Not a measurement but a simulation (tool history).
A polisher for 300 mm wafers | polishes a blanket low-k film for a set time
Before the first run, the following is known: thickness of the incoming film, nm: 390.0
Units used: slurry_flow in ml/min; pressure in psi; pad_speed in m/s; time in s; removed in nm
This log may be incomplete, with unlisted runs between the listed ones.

run 1 hour=0 | slurry_flow=185 pressure=2 pad_speed=1.3 slurry_solids=1 time=49 | removed=24.278
run 2 hour=6.6 | slurry_flow=205 pressure=2 pad_speed=1.3 slurry_solids=1 time=49 | removed=24.407
run 3 hour=10.9 | slurry_flow=205 pressure=2.1 pad_speed=1.3 slurry_solids=1 time=49 | removed=25.947
run 4 hour=13.8 | slurry_flow=210 pressure=2.2 pad_speed=1.3 slurry_solids=1 time=49 | removed=26.943
run 5 hour=20.2 | slurry_flow=210 pressure=2.3 pad_speed=1.3 slurry_solids=1 time=49 | removed=28.116
run 6 hour=28.1 | slurry_flow=210 pressure=2.3 pad_speed=1.08 slurry_solids=1 time=49 | removed=24.33
run 7 hour=37 | slurry_flow=210 pressure=2.4 pad_speed=1.08 slurry_solids=1 time=49 | removed=25.231

Predict the results of run 8:
run 8 hour=39.4 | slurry_flow=210 pressure=2.5 pad_speed=1.08 slurry_solids=1 time=49 | removed=?

removed: 25.893 nm
